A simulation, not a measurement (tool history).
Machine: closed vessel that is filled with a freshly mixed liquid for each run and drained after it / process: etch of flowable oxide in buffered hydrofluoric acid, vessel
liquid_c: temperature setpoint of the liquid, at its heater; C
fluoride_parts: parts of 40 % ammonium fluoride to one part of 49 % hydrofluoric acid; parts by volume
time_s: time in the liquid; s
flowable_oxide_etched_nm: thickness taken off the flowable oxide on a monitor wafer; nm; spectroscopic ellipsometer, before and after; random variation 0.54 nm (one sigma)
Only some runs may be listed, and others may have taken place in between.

run	day	liquid_c	fluoride_parts	time_s	flowable_oxide_etched_nm
1	0.000	22.0	19	95	93.760
2	0.075	22.0	19	95	93.656
3	0.271	24.0	19	95	103.860
4	0.417	21.0	19	95	88.567
5	0.588	21.0	19	105	97.877
6	0.729	23.0	19	105	109.300

Expected results for the next run?
7	0.808	24.5	19	105	?

{"run 7": {"flowable_oxide_etched_nm": 118.17}}
